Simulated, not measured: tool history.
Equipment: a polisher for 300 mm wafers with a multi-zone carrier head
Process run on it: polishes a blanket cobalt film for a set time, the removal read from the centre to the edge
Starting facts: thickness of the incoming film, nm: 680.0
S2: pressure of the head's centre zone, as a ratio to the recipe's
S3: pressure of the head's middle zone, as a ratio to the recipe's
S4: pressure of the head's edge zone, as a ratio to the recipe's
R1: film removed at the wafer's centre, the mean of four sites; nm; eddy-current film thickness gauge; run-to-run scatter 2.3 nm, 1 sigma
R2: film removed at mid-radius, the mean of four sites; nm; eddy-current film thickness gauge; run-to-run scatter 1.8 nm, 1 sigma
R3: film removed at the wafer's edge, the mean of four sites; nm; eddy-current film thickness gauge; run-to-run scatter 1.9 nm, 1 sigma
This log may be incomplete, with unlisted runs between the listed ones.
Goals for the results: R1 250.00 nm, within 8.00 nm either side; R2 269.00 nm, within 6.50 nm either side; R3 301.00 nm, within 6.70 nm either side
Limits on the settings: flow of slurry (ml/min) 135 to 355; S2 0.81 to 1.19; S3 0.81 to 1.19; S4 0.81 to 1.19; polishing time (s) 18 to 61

run 1 hour=0.0 | flow_of_slurry_(ml/min)=225 S2=1.00 S3=1.00 S4=1.00 polishing_time_(s)=39 | R1=181.34 R2=184.87 R3=193.69
run 2 hour=5.8 | flow_of_slurry_(ml/min)=230 S2=1.00 S3=1.00 S4=1.03 polishing_time_(s)=41 | R1=192.80 R2=196.38 R3=204.09
run 3 hour=13.3 | flow_of_slurry_(ml/min)=230 S2=1.00 S3=1.00 S4=1.03 polishing_time_(s)=47 | R1=223.13 R2=225.33 R3=235.57
run 4 hour=17.4 | flow_of_slurry_(ml/min)=230 S2=0.99 S3=1.00 S4=1.05 polishing_time_(s)=48 | R1=220.73 R2=231.45 R3=243.62
run 5 hour=18.5 | flow_of_slurry_(ml/min)=235 S2=0.99 S3=1.00 S4=1.07 polishing_time_(s)=49 | R1=231.90 R2=235.35 R3=249.42
run 6 hour=26.7 | flow_of_slurry_(ml/min)=235 S2=0.99 S3=1.08 S4=1.07 polishing_time_(s)=49 | R1=227.46 R2=246.75 R3=254.52
run 7 hour=30.0 | flow_of_slurry_(ml/min)=235 S2=0.98 S3=1.07 S4=1.09 polishing_time_(s)=50 | R1=228.90 R2=248.08 R3=264.20
run 8 hour=31.5 | flow_of_slurry_(ml/min)=240 S2=0.98 S3=1.07 S4=1.10 polishing_time_(s)=50 | R1=233.47 R2=245.77 R3=259.52
run 9 hour=37.3 | flow_of_slurry_(ml/min)=230 S2=0.98 S3=1.07 S4=1.11 polishing_time_(s)=51 | R1=237.83 R2=252.75 R3=268.75
run 10 hour=42.4 | flow_of_slurry_(ml/min)=230 S2=0.97 S3=1.07 S4=1.12 polishing_time_(s)=52 | R1=236.77 R2=257.96 R3=270.56
run 11 hour=43.7 | flow_of_slurry_(ml/min)=245 S2=0.96 S3=1.06 S4=1.13 polishing_time_(s)=52 | R1=241.50 R2=258.11 R3=274.41
-- hour=50.8 slurry nozzle cleaned
run 12 hour=50.8 | flow_of_slurry_(ml/min)=230 S2=0.96 S3=1.06 S4=1.14 polishing_time_(s)=53 | R1=263.14 R2=285.23 R3=305.37
run 13 hour=58.9 | flow_of_slurry_(ml/min)=230 S2=0.95 S3=1.04 S4=1.14 polishing_time_(s)=52 | R1=258.19 R2=278.69 R3=290.84
run 14 hour=65.7 | flow_of_slurry_(ml/min)=240 S2=0.96 S3=1.06 S4=1.15 polishing_time_(s)=53 | R1=265.36 R2=285.56 R3=303.57

Which of these 5 next moves meets every target?
run A hour=72.5 | flow_of_slurry_(ml/min)=160 S2=0.87 S3=1.04 S4=1.18 polishing_time_(s)=54 | R1=? R2=? R3=?
run B hour=72.5 | flow_of_slurry_(ml/min)=255 S2=1.04 S3=0.98 S4=1.15 polishing_time_(s)=49 | R1=? R2=? R3=?
run C hour=72.5 | flow_of_slurry_(ml/min)=165 S2=0.89 S3=1.12 S4=1.18 polishing_time_(s)=54 | R1=? R2=? R3=?
run D hour=72.5 | flow_of_slurry_(ml/min)=250 S2=0.87 S3=1.16 S4=1.12 polishing_time_(s)=50 | R1=? R2=? R3=?
run E hour=72.5 | flow_of_slurry_(ml/min)=145 S2=0.95 S3=1.03 S4=1.19 polishing_time_(s)=55 | R1=? R2=? R3=?

move=A R1=232.66 R2=267.16 R3=295.76
move=B R1=273.13 R2=253.45 R3=280.19
move=C R1=239.64 R2=279.64 R3=296.94
move=D R1=234.04 R2=282.24 R3=281.12
move=E R1=251.54 R2=264.66 R3=297.80
A: brings the result that was furthest off to its target, and leaves another outside
B: the result that was furthest off in the last run now lies on the other side of its target
C: better than the last run, though not everything is in spec
D: its largest miss is bigger than the last run's
E: all results land within tolerance of their targets
Go with E: it meets all targets.

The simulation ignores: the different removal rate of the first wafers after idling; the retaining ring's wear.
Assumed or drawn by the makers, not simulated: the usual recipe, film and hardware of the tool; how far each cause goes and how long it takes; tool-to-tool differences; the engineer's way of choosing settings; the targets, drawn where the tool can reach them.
